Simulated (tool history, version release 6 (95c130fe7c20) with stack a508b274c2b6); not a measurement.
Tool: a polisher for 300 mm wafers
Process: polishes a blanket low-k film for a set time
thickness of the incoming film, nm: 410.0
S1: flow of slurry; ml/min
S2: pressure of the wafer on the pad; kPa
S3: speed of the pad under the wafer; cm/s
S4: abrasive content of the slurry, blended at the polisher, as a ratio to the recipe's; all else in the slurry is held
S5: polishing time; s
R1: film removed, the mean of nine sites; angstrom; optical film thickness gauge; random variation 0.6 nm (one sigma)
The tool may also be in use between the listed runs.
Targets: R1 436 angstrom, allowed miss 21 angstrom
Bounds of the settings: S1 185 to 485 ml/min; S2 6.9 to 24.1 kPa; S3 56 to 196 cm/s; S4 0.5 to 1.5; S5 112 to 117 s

run,hour,S1,S2,S3,S4,S5,R1
1,0,310,15.2,126,1,112,674.04
2,4.8,310,13.8,124,1,112,609.64
3,7.5,310,13.8,94,1,112,486.19
4,9.9,310,13.8,94,1,117,514.25
5,11.7,310,17.2,94,1,117,638.97
6,14.4,310,15.9,94,1,117,586.22
7,15.2,310,15.2,94,1,117,572.43
8,19.7,310,14.5,94,1,117,545.17
9,27.2,310,13.8,94,1,117,522.08
10,30.6,310,13.1,94,1,117,486.98
11,31.7,310,12.4,94,1,117,473.3

Which of these 4 next moves meets every target?
A,32.8,270,15.2,74,1.25,117,?
B,32.8,340,12.4,102,1.05,114,?
C,32.8,355,13.8,96,1.05,117,?
D,32.8,390,12.4,88,1.05,112,?

move,R1
A,506.71
B,499.25
C,539.11
D,440.66
A: further off than the last run
B: further off than the last run
C: further off than the last run
D: meets every target
Move D is the one to make.

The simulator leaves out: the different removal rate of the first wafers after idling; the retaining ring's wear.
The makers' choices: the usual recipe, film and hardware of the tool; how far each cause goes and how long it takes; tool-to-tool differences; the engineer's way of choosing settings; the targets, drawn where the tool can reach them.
